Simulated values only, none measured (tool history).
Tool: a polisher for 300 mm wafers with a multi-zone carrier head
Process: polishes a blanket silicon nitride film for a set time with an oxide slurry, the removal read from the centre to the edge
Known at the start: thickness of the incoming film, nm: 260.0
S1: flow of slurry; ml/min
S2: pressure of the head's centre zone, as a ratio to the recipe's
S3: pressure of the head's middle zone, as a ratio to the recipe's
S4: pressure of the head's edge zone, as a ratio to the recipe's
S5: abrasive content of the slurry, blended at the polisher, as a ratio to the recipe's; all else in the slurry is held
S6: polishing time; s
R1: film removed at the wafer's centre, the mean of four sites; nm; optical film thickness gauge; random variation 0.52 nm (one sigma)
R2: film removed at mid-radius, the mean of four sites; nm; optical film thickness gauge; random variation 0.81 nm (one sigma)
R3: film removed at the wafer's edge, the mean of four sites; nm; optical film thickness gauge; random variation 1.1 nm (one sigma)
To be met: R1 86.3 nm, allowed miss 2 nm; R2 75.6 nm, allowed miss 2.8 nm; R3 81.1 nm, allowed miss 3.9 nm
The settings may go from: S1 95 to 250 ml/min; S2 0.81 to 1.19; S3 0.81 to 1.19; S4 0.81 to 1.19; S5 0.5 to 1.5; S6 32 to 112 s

| run | hour | S1 | S2 | S3 | S4 | S5 | S6 | R1 | R2 | R3 |
|---|---|---|---|---|---|---|---|---|---|---|
| 1 | 0 | 160 | 1 | 1 | 1 | 1 | 72 | 70.636 | 70.807 | 71.64 |
| 2 | 1.9 | 160 | 1 | 1 | 1 | 1.15 | 72 | 73.46 | 75.091 | 74.703 |
| 3 | 5.9 | 160 | 1 | 1 | 1 | 1.3 | 72 | 75.756 | 79.09 | 76.603 |
| 4 | 7.9 | 160 | 1 | 1 | 1 | 1.2 | 72 | 74.703 | 75.411 | 74.636 |
| 5 | 14.7 | 160 | 1 | 1.03 | 1 | 1.2 | 72 | 74.523 | 76.119 | 75.382 |
| 6 | 19.4 | 160 | 1 | 1.03 | 1 | 1.1 | 72 | 72.366 | 75.064 | 75.557 |
| 7 | 25.6 | 180 | 1.03 | 1.01 | 1.04 | 1.05 | 72 | 75.847 | 76.007 | 74.433 |
| 8 | 31.9 | 170 | 1.05 | 0.97 | 1.09 | 1.1 | 73 | 78.173 | 75.435 | 77.777 |
| 9 | 32.6 | 180 | 1.07 | 0.94 | 1.11 | 1.1 | 73 | 80.827 | 73.491 | 79.558 |
| 10 | 34 | 190 | 1.08 | 0.94 | 1.11 | 1.1 | 73 | 82.929 | 74.379 | 81.656 |

5 next moves are on the table. One of them brings every result within its allowed miss. Which?
| A | 35.4 | 160 | 1.07 | 0.96 | 1.09 | 1 | 77 | ? | ? | ? |
| B | 35.4 | 205 | 1.13 | 0.97 | 1.12 | 1.05 | 73 | ? | ? | ? |
| C | 35.4 | 190 | 0.94 | 0.9 | 1.15 | 1.15 | 80 | ? | ? | ? |
| D | 35.4 | 130 | 1.13 | 1.04 | 1.13 | 1 | 76 | ? | ? | ? |
| E | 35.4 | 205 | 1 | 0.82 | 1.16 | 1.2 | 73 | ? | ? | ? |

| move | R1 | R2 | R3 |
|---|---|---|---|
| A | 80.866 | 75.197 | 79.392 |
| B | 86.036 | 75.91 | 79.785 |
| C | 79.468 | 80.021 | 90.421 |
| D | 80.38 | 75.555 | 77.325 |
| E | 79.136 | 69.854 | 84.742 |
A: further off than the last run
B: meets every target
C: further off than the last run
D: further off than the last run
E: further off than the last run
Answer: B
